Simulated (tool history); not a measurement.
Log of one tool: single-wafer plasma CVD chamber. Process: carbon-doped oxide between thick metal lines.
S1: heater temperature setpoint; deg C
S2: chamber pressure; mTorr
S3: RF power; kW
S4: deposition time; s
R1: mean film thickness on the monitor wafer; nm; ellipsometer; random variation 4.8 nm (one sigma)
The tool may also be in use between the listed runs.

| run | hour | S1 | S2 | S3 | S4 | R1 |
|---|---|---|---|---|---|---|
| 1 | 0 | 365 | 5970 | 0.65 | 196 | 1229.8 |
| 2 | 0.6 | 365 | 5970 | 0.705 | 196 | 1285.3 |
| 3 | 7.6 | 363 | 6220 | 0.715 | 196 | 1312.8 |
| 4 | 8.7 | 361 | 6410 | 0.72 | 196 | 1320.9 |
| 5 | 17.5 | 361 | 7170 | 0.72 | 196 | 1341 |
| 6 | 20.2 | 368 | 7170 | 0.72 | 196 | 1313.8 |

The next listed run, before its measurement:
| 7 | 21.3 | 366 | 7300 | 0.725 | 196 | ? |

{"run 7": {"R1": 1329.9}}
